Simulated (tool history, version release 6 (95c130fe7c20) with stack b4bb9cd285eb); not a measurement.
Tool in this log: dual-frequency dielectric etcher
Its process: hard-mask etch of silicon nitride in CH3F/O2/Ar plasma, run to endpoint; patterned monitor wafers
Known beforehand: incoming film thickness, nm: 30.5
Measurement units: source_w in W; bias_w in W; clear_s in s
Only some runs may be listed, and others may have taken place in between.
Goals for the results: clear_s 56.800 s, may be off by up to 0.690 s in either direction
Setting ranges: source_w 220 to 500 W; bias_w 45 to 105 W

run  hour  source_w  bias_w  clear_s
  1   0.0       360      75   48.244
  2   1.9       360      87   45.500
  3  11.0       410      87   42.749
  4  13.9       390      86   44.177
  5  15.0       390      78   45.788
  6  24.0       370      78   46.844
  7  29.1       350      77   48.552
  8  31.6       340      77   49.356
  9  36.2       330      77   49.963
 10  43.8       320      77   50.669
 11  45.3       310      77   51.291
 12  53.4       300      77   52.225
 13  60.7       290      77   53.227
 14  61.8       270      77   54.939
 15  66.5       260      77   55.393

4 next moves are on the table. One of them brings every result within its allowed miss. Which?
  A  71.2       270      76        ?
  B  71.2       250      80        ?
  C  71.2       280      73        ?
  D  71.2       230      85        ?

move  clear_s
   A   54.949
   B   55.800
   C   54.924
   D   56.642
A: lands further from the targets than the last run did
B: closer than the last run, but not yet in spec
C: lands further from the targets than the last run did
D: every result lands within tolerance
Go with D: it meets all targets.

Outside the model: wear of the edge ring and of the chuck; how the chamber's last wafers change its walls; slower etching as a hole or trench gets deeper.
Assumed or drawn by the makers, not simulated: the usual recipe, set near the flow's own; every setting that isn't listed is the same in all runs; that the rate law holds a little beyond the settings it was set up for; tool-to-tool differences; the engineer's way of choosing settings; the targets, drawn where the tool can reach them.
